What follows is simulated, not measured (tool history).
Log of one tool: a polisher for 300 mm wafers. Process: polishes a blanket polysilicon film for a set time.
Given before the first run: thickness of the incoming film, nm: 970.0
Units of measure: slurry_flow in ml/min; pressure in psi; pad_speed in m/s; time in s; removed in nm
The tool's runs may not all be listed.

| run | hour | slurry_flow | pressure | pad_speed | time | removed |
|---|---|---|---|---|---|---|
| 1 | 0.0 | 160 | 3.2 | 1.12 | 22 | 216.18 |
| 2 | 5.9 | 160 | 3.4 | 1.12 | 22 | 233.58 |
| 3 | 9.7 | 160 | 3.5 | 1.12 | 22 | 239.94 |
| 4 | 15.0 | 160 | 3.6 | 1.12 | 22 | 245.75 |
| 5 | 15.9 | 160 | 3.6 | 0.98 | 22 | 220.49 |
| 6 | 21.9 | 160 | 3.1 | 0.98 | 22 | 189.00 |
|  | 26.9 | head pressure recalibrated |
| 7 | 26.9 | 165 | 4.0 | 1.02 | 22 | 235.18 |

Expected results for the next run?
| 8 | 35.8 | 165 | 4.2 | 1.02 | 22 | ? |

Logged for run 8: removed 255.83 nm.
